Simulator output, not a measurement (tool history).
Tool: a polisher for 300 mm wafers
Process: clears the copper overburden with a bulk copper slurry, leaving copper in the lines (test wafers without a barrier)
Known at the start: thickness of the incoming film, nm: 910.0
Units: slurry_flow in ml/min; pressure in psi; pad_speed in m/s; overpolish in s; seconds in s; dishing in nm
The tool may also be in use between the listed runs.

run,hour,slurry_flow,pressure,pad_speed,slurry_solids,overpolish,seconds,dishing
1,0.0,300,2.5,1.36,1.0,10,91.947,58.014
2,7.3,235,2.5,1.36,1.0,10,95.363,57.858
3,10.1,235,2.8,1.36,1.0,10,86.121,61.435
4,14.9,235,2.3,1.36,1.0,10,98.749,56.353
5,17.3,235,2.8,1.44,1.0,11,81.612,71.423
# hour 20.5: slurry blender recalibrated
6,20.5,235,3.2,1.46,1.0,12,68.907,86.421

The next listed run, before its measurement:
7,24.4,235,3.4,1.46,1.0,13,?,?

seconds: 65.455 s
dishing: 94.058 nm

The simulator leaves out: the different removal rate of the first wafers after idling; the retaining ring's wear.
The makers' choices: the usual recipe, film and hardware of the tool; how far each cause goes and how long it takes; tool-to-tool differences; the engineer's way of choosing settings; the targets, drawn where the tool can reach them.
